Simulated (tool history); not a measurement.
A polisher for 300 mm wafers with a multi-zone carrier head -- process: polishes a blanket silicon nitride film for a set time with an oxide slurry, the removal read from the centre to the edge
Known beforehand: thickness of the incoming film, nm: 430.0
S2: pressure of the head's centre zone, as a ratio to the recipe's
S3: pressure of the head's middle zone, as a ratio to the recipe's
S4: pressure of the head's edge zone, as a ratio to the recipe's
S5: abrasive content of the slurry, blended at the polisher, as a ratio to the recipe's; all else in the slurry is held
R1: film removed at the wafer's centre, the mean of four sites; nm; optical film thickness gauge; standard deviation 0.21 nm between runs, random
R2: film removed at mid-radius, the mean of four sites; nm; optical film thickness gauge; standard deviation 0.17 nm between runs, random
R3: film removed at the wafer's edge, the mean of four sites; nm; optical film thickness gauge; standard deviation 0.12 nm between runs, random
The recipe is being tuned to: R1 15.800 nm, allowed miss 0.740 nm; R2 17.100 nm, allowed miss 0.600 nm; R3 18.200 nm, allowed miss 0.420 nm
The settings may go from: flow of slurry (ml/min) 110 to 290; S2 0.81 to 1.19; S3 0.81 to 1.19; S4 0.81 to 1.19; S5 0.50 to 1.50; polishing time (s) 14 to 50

{"run": 1, "day": 0.0, "flow of slurry (ml/min)": 185, "S2": 1.0, "S3": 1.0, "S4": 1.0, "S5": 1.0, "polishing time (s)": 32, "R1": 21.465, "R2": 21.253, "R3": 21.779}
{"run": 2, "day": 0.2, "flow of slurry (ml/min)": 175, "S2": 0.95, "S3": 0.97, "S4": 0.96, "S5": 0.95, "polishing time (s)": 32, "R1": 20.289, "R2": 20.223, "R3": 20.777}
{"run": 3, "day": 0.308, "flow of slurry (ml/min)": 165, "S2": 0.91, "S3": 0.96, "S4": 0.96, "S5": 0.9, "polishing time (s)": 32, "R1": 18.993, "R2": 19.199, "R3": 20.259}
{"run": 4, "day": 0.675, "flow of slurry (ml/min)": 165, "S2": 0.95, "S3": 0.96, "S4": 0.96, "S5": 0.9, "polishing time (s)": 32, "R1": 19.546, "R2": 19.255, "R3": 20.266}
{"run": 5, "day": 0.833, "flow of slurry (ml/min)": 130, "S2": 0.95, "S3": 0.96, "S4": 0.96, "S5": 0.9, "polishing time (s)": 32, "R1": 18.166, "R2": 18.12, "R3": 19.145}
{"run": 6, "day": 0.942, "flow of slurry (ml/min)": 125, "S2": 0.92, "S3": 0.96, "S4": 0.96, "S5": 0.9, "polishing time (s)": 32, "R1": 17.638, "R2": 17.959, "R3": 19.273}
{"run": 7, "day": 1.108, "flow of slurry (ml/min)": 120, "S2": 0.9, "S3": 0.96, "S4": 0.95, "S5": 0.9, "polishing time (s)": 32, "R1": 17.223, "R2": 17.352, "R3": 18.769}
{"run": 8, "day": 1.317, "flow of slurry (ml/min)": 115, "S2": 0.88, "S3": 0.97, "S4": 0.95, "S5": 0.9, "polishing time (s)": 32, "R1": 16.625, "R2": 17.845, "R3": 18.697}
{"run": 9, "day": 1.358, "flow of slurry (ml/min)": 115, "S2": 0.87, "S3": 0.96, "S4": 0.95, "S5": 0.9, "polishing time (s)": 32, "R1": 16.449, "R2": 17.303, "R3": 18.896}
{"run": 10, "day": 1.683, "flow of slurry (ml/min)": 115, "S2": 0.86, "S3": 0.96, "S4": 0.94, "S5": 0.9, "polishing time (s)": 32, "R1": 16.367, "R2": 17.345, "R3": 18.726}

Next run, 5 choices. One meets every target within its allowed miss, the rest don't. Which?
{"run": "A", "day": 2.008, "flow of slurry (ml/min)": 115, "S2": 0.82, "S3": 0.95, "S4": 0.9, "S5": 0.75, "polishing time (s)": 34, "R1": "?", "R2": "?", "R3": "?"}
{"run": "B", "day": 2.008, "flow of slurry (ml/min)": 125, "S2": 0.94, "S3": 0.91, "S4": 0.88, "S5": 0.75, "polishing time (s)": 34, "R1": "?", "R2": "?", "R3": "?"}
{"run": "C", "day": 2.008, "flow of slurry (ml/min)": 115, "S2": 0.81, "S3": 1.0, "S4": 1.1, "S5": 1.0, "polishing time (s)": 29, "R1": "?", "R2": "?", "R3": "?"}
{"run": "D", "day": 2.008, "flow of slurry (ml/min)": 125, "S2": 0.81, "S3": 1.0, "S4": 0.95, "S5": 0.8, "polishing time (s)": 33, "R1": "?", "R2": "?", "R3": "?"}
{"run": "E", "day": 2.008, "flow of slurry (ml/min)": 170, "S2": 0.91, "S3": 0.97, "S4": 0.92, "S5": 0.95, "polishing time (s)": 29, "R1": "?", "R2": "?", "R3": "?"}

move=A R1=16.201 R2=17.079 R3=18.183
move=B R1=18.105 R2=16.865 R3=18.320
move=C R1=15.401 R2=17.066 R3=19.024
move=D R1=16.477 R2=18.198 R3=18.843
move=E R1=18.018 R2=17.891 R3=18.391
A: every result lands within tolerance
B: brings the last run's worst result on target, with another outside its allowed miss
C: its largest miss is bigger than the last run's
D: its largest miss is bigger than the last run's
E: brings the last run's worst result on target, with another outside its allowed miss
So the answer is move A, the one that meets all the targets.

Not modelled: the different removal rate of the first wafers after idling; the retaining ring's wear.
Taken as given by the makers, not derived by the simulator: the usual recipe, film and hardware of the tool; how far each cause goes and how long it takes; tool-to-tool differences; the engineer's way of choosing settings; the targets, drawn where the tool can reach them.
